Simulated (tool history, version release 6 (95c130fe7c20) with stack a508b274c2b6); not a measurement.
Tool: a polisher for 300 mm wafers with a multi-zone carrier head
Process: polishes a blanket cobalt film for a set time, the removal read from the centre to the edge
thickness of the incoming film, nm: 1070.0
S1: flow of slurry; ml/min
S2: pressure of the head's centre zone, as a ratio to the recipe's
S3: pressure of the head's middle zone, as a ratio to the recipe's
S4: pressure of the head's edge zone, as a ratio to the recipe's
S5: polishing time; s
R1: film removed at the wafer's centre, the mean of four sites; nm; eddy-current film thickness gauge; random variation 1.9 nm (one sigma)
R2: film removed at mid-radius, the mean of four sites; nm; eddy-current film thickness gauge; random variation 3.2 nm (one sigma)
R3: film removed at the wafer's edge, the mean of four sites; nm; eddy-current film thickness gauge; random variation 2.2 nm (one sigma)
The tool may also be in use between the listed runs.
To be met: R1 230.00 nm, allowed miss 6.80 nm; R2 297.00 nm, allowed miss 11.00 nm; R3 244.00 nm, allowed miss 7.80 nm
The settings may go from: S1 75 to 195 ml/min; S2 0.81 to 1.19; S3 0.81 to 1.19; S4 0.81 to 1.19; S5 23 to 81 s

{"run": 1, "hour": 0.0, "S1": 125, "S2": 1.0, "S3": 1.0, "S4": 1.0, "S5": 52, "R1": 310.34, "R2": 308.59, "R3": 307.1}
{"run": 2, "hour": 0.6, "S1": 125, "S2": 1.0, "S3": 1.0, "S4": 0.93, "S5": 52, "R1": 303.96, "R2": 312.83, "R3": 296.48}
{"run": 3, "hour": 4.2, "S1": 115, "S2": 0.98, "S3": 1.02, "S4": 0.9, "S5": 51, "R1": 285.8, "R2": 294.87, "R3": 281.29}
{"run": 4, "hour": 11.2, "S1": 115, "S2": 0.94, "S3": 1.02, "S4": 0.9, "S5": 51, "R1": 271.08, "R2": 294.75, "R3": 285.35}
{"hour": 17.3, "done": "slurry nozzle cleaned"}
{"run": 5, "hour": 17.3, "S1": 115, "S2": 0.91, "S3": 1.02, "S4": 0.9, "S5": 51, "R1": 281.79, "R2": 318.41, "R3": 293.13}
{"run": 6, "hour": 21.3, "S1": 110, "S2": 0.9, "S3": 1.07, "S4": 0.87, "S5": 50, "R1": 269.67, "R2": 321.67, "R3": 279.93}
{"run": 7, "hour": 27.7, "S1": 85, "S2": 0.86, "S3": 1.12, "S4": 0.81, "S5": 45, "R1": 210.24, "R2": 277.51, "R3": 234.15}
{"run": 8, "hour": 34.3, "S1": 85, "S2": 0.86, "S3": 1.12, "S4": 0.81, "S5": 45, "R1": 211.38, "R2": 270.4, "R3": 234.56}
{"run": 9, "hour": 39.0, "S1": 120, "S2": 0.88, "S3": 1.17, "S4": 0.82, "S5": 45, "R1": 246.01, "R2": 319.92, "R3": 253.22}
{"run": 10, "hour": 43.9, "S1": 115, "S2": 0.88, "S3": 1.17, "S4": 0.82, "S5": 45, "R1": 240.21, "R2": 324.05, "R3": 249.81}

5 next moves are on the table. One of them brings every result within its allowed miss. Which?
{"run": "A", "hour": 48.8, "S1": 115, "S2": 0.87, "S3": 1.13, "S4": 0.82, "S5": 44, "R1": "?", "R2": "?", "R3": "?"}
{"run": "B", "hour": 48.8, "S1": 135, "S2": 0.95, "S3": 1.14, "S4": 0.9, "S5": 41, "R1": "?", "R2": "?", "R3": "?"}
{"run": "C", "hour": 48.8, "S1": 100, "S2": 0.85, "S3": 1.1, "S4": 0.83, "S5": 48, "R1": "?", "R2": "?", "R3": "?"}
{"run": "D", "hour": 48.8, "S1": 125, "S2": 0.94, "S3": 1.1, "S4": 0.89, "S5": 43, "R1": "?", "R2": "?", "R3": "?"}
{"run": "E", "hour": 48.8, "S1": 160, "S2": 0.98, "S3": 1.07, "S4": 0.83, "S5": 41, "R1": "?", "R2": "?", "R3": "?"}

move=A R1=232.55 R2=301.93 R3=246.03
move=B R1=247.95 R2=294.97 R3=244.08
move=C R1=236.12 R2=308.74 R3=262.09
move=D R1=251.88 R2=294.57 R3=251.74
move=E R1=266.18 R2=289.42 R3=243.19
A: meets every target
B: brings the result that was furthest off to its target, and leaves another outside
C: nearer than the last run, and not there yet
D: brings the result that was furthest off to its target, and leaves another outside
E: brings the result that was furthest off to its target, and leaves another outside
The right move is A.
